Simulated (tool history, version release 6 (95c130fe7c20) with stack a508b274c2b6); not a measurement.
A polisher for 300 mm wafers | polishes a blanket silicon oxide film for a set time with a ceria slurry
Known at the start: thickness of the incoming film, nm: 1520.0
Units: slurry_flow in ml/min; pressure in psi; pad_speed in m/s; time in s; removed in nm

Run 1, hour 0.0: slurry_flow 190 ml/min, pressure 3.7 psi, pad_speed 1.08 m/s, time 44 s. Result: removed 256.73 nm.
Run 2, hour 8.5: slurry_flow 190 ml/min, pressure 3.6 psi, pad_speed 1.08 m/s, time 44 s. Result: removed 255.65 nm.
Run 3, hour 15.9: slurry_flow 190 ml/min, pressure 3.5 psi, pad_speed 1.08 m/s, time 44 s. Result: removed 250.64 nm.
Run 4, hour 21.2: slurry_flow 225 ml/min, pressure 3.5 psi, pad_speed 1.08 m/s, time 44 s. Result: removed 250.97 nm.
Run 5, hour 29.6: slurry_flow 225 ml/min, pressure 3.5 psi, pad_speed 1.20 m/s, time 44 s. Result: removed 280.78 nm.
Run 6, hour 33.8: slurry_flow 225 ml/min, pressure 3.3 psi, pad_speed 1.20 m/s, time 44 s. Result: removed 259.41 nm.
Run 7, hour 39.3: slurry_flow 225 ml/min, pressure 3.2 psi, pad_speed 1.20 m/s, time 44 s. Result: removed 255.47 nm.
Run 8, hour 45.4: slurry_flow 225 ml/min, pressure 3.1 psi, pad_speed 1.20 m/s, time 44 s. Result: removed 243.36 nm.

The next listed run, before its measurement:
Run 9, hour 51.3: slurry_flow 225 ml/min, pressure 3.0 psi, pad_speed 1.20 m/s, time 44 s. Result: removed ?.

removed: 237.40 nm
